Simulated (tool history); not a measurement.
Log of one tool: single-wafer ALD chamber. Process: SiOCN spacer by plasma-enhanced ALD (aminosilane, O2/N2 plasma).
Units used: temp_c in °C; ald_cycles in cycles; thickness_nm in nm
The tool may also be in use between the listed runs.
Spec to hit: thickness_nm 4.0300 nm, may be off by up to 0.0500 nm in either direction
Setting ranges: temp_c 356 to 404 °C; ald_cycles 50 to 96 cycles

{"run": 1, "hour": 0.0, "temp_c": 380, "ald_cycles": 73, "thickness_nm": 4.2671}
{"run": 2, "hour": 7.3, "temp_c": 372, "ald_cycles": 73, "thickness_nm": 4.2553}
{"run": 3, "hour": 12.1, "temp_c": 372, "ald_cycles": 72, "thickness_nm": 4.2262}
{"run": 4, "hour": 17.9, "temp_c": 372, "ald_cycles": 82, "thickness_nm": 4.7773}
{"hour": 25.4, "done": "thermocouple changed; heater temperature recalibrated"}
{"run": 5, "hour": 25.4, "temp_c": 372, "ald_cycles": 79, "thickness_nm": 4.6091}
{"run": 6, "hour": 33.4, "temp_c": 372, "ald_cycles": 76, "thickness_nm": 4.4522}
{"run": 7, "hour": 42.2, "temp_c": 372, "ald_cycles": 74, "thickness_nm": 4.3156}
{"run": 8, "hour": 43.6, "temp_c": 372, "ald_cycles": 73, "thickness_nm": 4.249}
{"run": 9, "hour": 48.0, "temp_c": 372, "ald_cycles": 72, "thickness_nm": 4.1932}

Of the 4 settings listed for the next run, only one would bring every result within its allowed miss of target. Which one?
{"run": "A", "hour": 52.4, "temp_c": 383, "ald_cycles": 67, "thickness_nm": "?"}
{"run": "B", "hour": 52.4, "temp_c": 379, "ald_cycles": 71, "thickness_nm": "?"}
{"run": "C", "hour": 52.4, "temp_c": 376, "ald_cycles": 69, "thickness_nm": "?"}
{"run": "D", "hour": 52.4, "temp_c": 375, "ald_cycles": 73, "thickness_nm": "?"}

move=A thickness_nm=3.9112
move=B thickness_nm=4.1447
move=C thickness_nm=4.0279
move=D thickness_nm=4.2615
A: pushes the last run's worst result past its target
B: nearer the targets than the last run, but a result is still out of spec
C: all results in spec
D: the biggest miss grows against the last run
C meets every target.
